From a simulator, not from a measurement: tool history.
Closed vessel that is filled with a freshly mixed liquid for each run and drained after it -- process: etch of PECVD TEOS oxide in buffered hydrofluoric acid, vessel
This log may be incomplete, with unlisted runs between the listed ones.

run	hour	temperature setpoint of the liquid (K)	parts of 40 % ammonium fluoride to one part of 49 % hydrofluoric acid (parts by volume)	time in the liquid (s)	thickness taken off the PECVD TEOS oxide on a monitor wafer (Å)
1	0	295.15	10	105	3305.1
2	7.3	294.65	10	105	3240.8
3	13.2	294.65	13	105	2501.5
4	15.3	294.65	15	105	2189.8
5	16.9	294.65	15	110	2313
6	22.7	294.65	16.5	110	2108.1
7	25.4	294.65	16.5	110	2093.3
8	31.8	295.15	16.5	110	2137.2
9	40.6	295.65	16.5	110	2222.1
10	47.3	296.15	16.5	110	2274.9

The next listed run, before its measurement:
11	54.8	296.65	16.5	110	?

{"run 11": {"thickness taken off the PECVD TEOS oxide on a monitor wafer (Å)": 2327.6}}

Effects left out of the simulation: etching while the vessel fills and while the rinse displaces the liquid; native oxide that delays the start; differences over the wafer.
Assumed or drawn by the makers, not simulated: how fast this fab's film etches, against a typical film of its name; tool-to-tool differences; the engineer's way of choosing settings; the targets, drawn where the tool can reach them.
